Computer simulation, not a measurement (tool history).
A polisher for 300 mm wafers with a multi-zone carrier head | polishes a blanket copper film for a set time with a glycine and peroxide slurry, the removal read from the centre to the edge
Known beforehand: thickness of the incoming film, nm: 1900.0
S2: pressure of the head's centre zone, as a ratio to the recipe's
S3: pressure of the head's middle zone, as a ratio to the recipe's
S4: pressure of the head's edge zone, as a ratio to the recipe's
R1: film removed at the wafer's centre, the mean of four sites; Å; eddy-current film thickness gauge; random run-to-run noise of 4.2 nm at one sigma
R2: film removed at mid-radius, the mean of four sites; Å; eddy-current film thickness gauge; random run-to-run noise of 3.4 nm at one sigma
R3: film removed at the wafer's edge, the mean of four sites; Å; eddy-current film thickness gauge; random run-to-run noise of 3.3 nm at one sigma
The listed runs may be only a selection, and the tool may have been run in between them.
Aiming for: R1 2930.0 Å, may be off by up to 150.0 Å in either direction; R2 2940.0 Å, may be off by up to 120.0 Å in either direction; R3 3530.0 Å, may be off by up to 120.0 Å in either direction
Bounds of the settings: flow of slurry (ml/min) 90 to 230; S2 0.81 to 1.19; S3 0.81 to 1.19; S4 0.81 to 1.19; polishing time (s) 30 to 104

{"run": 1, "day": 0.0, "flow of slurry (ml/min)": 150, "S2": 1.0, "S3": 1.0, "S4": 1.0, "polishing time (s)": 67, "R1": 2491.6, "R2": 2429.3, "R3": 2541.5}
{"run": 2, "day": 0.35, "flow of slurry (ml/min)": 150, "S2": 0.99, "S3": 0.99, "S4": 1.02, "polishing time (s)": 69, "R1": 2571.4, "R2": 2444.9, "R3": 2628.3}
{"run": 3, "day": 0.529, "flow of slurry (ml/min)": 150, "S2": 0.99, "S3": 1.04, "S4": 1.02, "polishing time (s)": 69, "R1": 2580.0, "R2": 2559.2, "R3": 2685.7}
{"run": 4, "day": 0.554, "flow of slurry (ml/min)": 150, "S2": 0.93, "S3": 1.04, "S4": 1.02, "polishing time (s)": 69, "R1": 2397.7, "R2": 2571.1, "R3": 2681.6}
{"run": 5, "day": 0.829, "flow of slurry (ml/min)": 150, "S2": 0.98, "S3": 1.04, "S4": 1.02, "polishing time (s)": 69, "R1": 2564.9, "R2": 2588.9, "R3": 2636.7}
{"run": 6, "day": 1.146, "flow of slurry (ml/min)": 150, "S2": 0.98, "S3": 0.99, "S4": 1.02, "polishing time (s)": 69, "R1": 2560.8, "R2": 2477.1, "R3": 2697.2}
{"run": 7, "day": 1.388, "flow of slurry (ml/min)": 155, "S2": 0.97, "S3": 0.99, "S4": 1.04, "polishing time (s)": 70, "R1": 2591.8, "R2": 2564.3, "R3": 2732.4}
{"run": 8, "day": 1.617, "flow of slurry (ml/min)": 155, "S2": 0.97, "S3": 0.99, "S4": 1.04, "polishing time (s)": 70, "R1": 2527.1, "R2": 2589.8, "R3": 2754.9}
{"run": 9, "day": 1.796, "flow of slurry (ml/min)": 155, "S2": 0.97, "S3": 0.99, "S4": 1.04, "polishing time (s)": 70, "R1": 2561.9, "R2": 2552.8, "R3": 2756.6}
{"run": 10, "day": 1.829, "flow of slurry (ml/min)": 160, "S2": 0.97, "S3": 0.98, "S4": 1.06, "polishing time (s)": 71, "R1": 2670.0, "R2": 2583.0, "R3": 2791.8}
{"run": 11, "day": 1.867, "flow of slurry (ml/min)": 155, "S2": 0.96, "S3": 0.97, "S4": 1.07, "polishing time (s)": 73, "R1": 2645.3, "R2": 2635.3, "R3": 2867.2}
{"run": 12, "day": 2.1, "flow of slurry (ml/min)": 160, "S2": 0.95, "S3": 0.95, "S4": 1.08, "polishing time (s)": 74, "R1": 2713.8, "R2": 2671.3, "R3": 2951.6}
{"run": 13, "day": 2.4, "flow of slurry (ml/min)": 160, "S2": 0.94, "S3": 0.94, "S4": 1.09, "polishing time (s)": 75, "R1": 2681.6, "R2": 2614.3, "R3": 3028.6}
{"run": 14, "day": 2.571, "flow of slurry (ml/min)": 165, "S2": 0.93, "S3": 0.94, "S4": 1.1, "polishing time (s)": 76, "R1": 2733.3, "R2": 2652.4, "R3": 3103.9}
{"run": 15, "day": 2.821, "flow of slurry (ml/min)": 170, "S2": 0.92, "S3": 0.94, "S4": 1.11, "polishing time (s)": 77, "R1": 2762.8, "R2": 2721.6, "R3": 3098.9}
{"run": 16, "day": 3.025, "flow of slurry (ml/min)": 165, "S2": 0.92, "S3": 0.94, "S4": 1.11, "polishing time (s)": 78, "R1": 2718.7, "R2": 2741.4, "R3": 3200.5}

Which of these 5 next moves meets every target?
{"run": "A", "day": 3.229, "flow of slurry (ml/min)": 185, "S2": 1.01, "S3": 0.98, "S4": 1.14, "polishing time (s)": 67, "R1": "?", "R2": "?", "R3": "?"}
{"run": "B", "day": 3.229, "flow of slurry (ml/min)": 170, "S2": 0.87, "S3": 1.15, "S4": 1.04, "polishing time (s)": 73, "R1": "?", "R2": "?", "R3": "?"}
{"run": "C", "day": 3.229, "flow of slurry (ml/min)": 200, "S2": 0.91, "S3": 0.93, "S4": 1.19, "polishing time (s)": 81, "R1": "?", "R2": "?", "R3": "?"}
{"run": "D", "day": 3.229, "flow of slurry (ml/min)": 185, "S2": 1.06, "S3": 0.96, "S4": 1.11, "polishing time (s)": 70, "R1": "?", "R2": "?", "R3": "?"}
{"run": "E", "day": 3.229, "flow of slurry (ml/min)": 170, "S2": 1.07, "S3": 1.17, "S4": 1.0, "polishing time (s)": 71, "R1": "?", "R2": "?", "R3": "?"}

move=A R1=2650.0 R2=2475.8 R3=2814.8
move=B R1=2449.9 R2=2991.9 R3=2894.6
move=C R1=2920.2 R2=2919.2 R3=3511.0
move=D R1=2906.5 R2=2548.7 R3=2901.7
move=E R1=2935.7 R2=2944.5 R3=2761.3
A: moves away from the targets compared with the last run
B: moves away from the targets compared with the last run
C: all results land within tolerance of their targets
D: moves away from the targets compared with the last run
E: moves away from the targets compared with the last run
The right move is C.
